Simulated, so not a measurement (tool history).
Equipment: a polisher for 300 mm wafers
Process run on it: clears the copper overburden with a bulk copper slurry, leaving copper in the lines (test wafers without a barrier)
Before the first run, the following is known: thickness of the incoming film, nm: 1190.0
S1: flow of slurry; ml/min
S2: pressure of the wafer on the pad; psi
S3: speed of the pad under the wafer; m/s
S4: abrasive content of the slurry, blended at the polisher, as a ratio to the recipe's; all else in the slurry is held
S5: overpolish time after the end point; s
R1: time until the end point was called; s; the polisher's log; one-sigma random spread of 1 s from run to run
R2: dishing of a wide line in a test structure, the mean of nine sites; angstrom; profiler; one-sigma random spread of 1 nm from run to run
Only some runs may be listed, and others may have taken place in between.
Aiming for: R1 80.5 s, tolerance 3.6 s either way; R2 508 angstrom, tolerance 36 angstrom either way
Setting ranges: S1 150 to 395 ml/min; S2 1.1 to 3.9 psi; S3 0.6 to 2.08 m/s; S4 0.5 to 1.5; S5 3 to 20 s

run    day   S1   S2    S3    S4  S5      R1      R2
  1      0  250  2.5  1.34     1  10   123.3  481.03
  2  0.325  250  2.8  1.36     1   9  108.45  483.09
  3   0.65  250  2.8  1.36  0.85   9   112.9  480.42
  4  0.925  250    3  1.36  0.85   8  103.96  462.55
  5  1.117  250  3.2  1.36  0.85   8  99.043   484.4
  6  1.146  250  3.2  1.36  0.85  12  96.112  644.71
  7    1.2  250  3.3  1.36  0.85  10  96.609   577.7
  8  1.242  250  3.5  1.38  0.85   9  89.456   570.8
  9  1.525  250  3.6  1.38  0.85   8  86.358  522.81

Which single option among these 4 for the next run brings every result within its allowed miss of target? Just one does.
  A  1.808  265  3.7  1.28  0.85   8   ?   ?
  B  1.808  240  3.7   1.5  0.75   9   ?   ?
  C  1.808  245  3.4  1.42  0.95  10   ?   ?
  D  1.808  285  3.9   1.5  0.55   7   ?   ?

move      R1      R2
   A  89.908  527.96
   B  80.361  610.81
   C  86.255   616.8
   D  80.973  520.41
A: lands further from the targets than the last run did
B: corrects the largest miss of the last run, while another result sits out of spec
C: lands further from the targets than the last run did
D: all results land within tolerance of their targets
Go with D: it meets all targets.
